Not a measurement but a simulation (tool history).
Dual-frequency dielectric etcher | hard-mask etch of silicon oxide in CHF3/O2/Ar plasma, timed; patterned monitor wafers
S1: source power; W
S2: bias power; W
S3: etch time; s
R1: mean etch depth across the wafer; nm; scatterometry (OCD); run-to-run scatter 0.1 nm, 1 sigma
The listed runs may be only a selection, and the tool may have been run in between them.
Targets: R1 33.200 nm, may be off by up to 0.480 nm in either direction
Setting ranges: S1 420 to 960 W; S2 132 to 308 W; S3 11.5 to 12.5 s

run,hour,S1,S2,S3,R1
1,0.0,690,220,12.5,29.350
2,7.5,790,220,12.5,31.052
3,13.9,790,220,11.5,28.705
4,21.6,860,220,11.5,29.707
5,26.2,860,220,11.5,29.604
6,29.2,860,255,11.5,31.575
7,33.7,870,256,11.5,31.407
8,42.4,880,258,11.5,31.902
9,49.9,880,258,11.5,32.037
10,51.5,880,258,11.5,31.767
11,53.1,890,260,11.5,32.196
12,61.7,900,261,11.5,32.158
13,63.5,900,261,11.5,32.379
14,66.1,910,261,11.5,32.396
15,67.2,910,261,11.5,32.558

Next run, 5 choices. One meets every target within its allowed miss, the rest don't. Which?
A,68.3,950,235,12.0,?
B,68.3,920,254,11.5,?
C,68.3,960,283,11.5,?
D,68.3,960,233,11.5,?
E,68.3,950,281,11.5,?

move,R1
A,33.203
B,32.362
C,34.365
D,31.853
E,34.121
A: meets every target
B: lands further from the targets than the last run did
C: carries the result that was furthest off beyond its target, to the other side
D: lands further from the targets than the last run did
E: carries the result that was furthest off beyond its target, to the other side
A is the move that brings every result within its allowed miss.
